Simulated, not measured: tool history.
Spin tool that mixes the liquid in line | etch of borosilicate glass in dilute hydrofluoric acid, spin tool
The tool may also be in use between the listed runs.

run,hour,temperature setpoint of the liquid (K),parts of water to one part of 49 % hydrofluoric acid (parts by volume),time under the liquid (s),thickness taken off the borosilicate glass on a monitor wafer (angstrom)
1,0.0,297.15,95,85,392.06
2,7.4,296.15,95,85,375.23
3,11.0,295.65,95,85,368.65
4,15.7,295.15,95,85,365.35
5,17.7,298.65,95,85,415.65
6,18.6,298.65,95,95,468.55
7,26.3,296.15,95,95,419.92
8,34.1,294.65,95,95,398.35
9,42.9,293.65,95,95,382.03
# hour 46.7: hydrofluoric acid flow meter replaced
10,46.7,293.15,95,95,413.85
11,50.3,292.65,100,95,387.86

Forecast run 12:
12,54.6,292.15,100,95,?

thickness taken off the borosilicate glass on a monitor wafer (angstrom): 378.52

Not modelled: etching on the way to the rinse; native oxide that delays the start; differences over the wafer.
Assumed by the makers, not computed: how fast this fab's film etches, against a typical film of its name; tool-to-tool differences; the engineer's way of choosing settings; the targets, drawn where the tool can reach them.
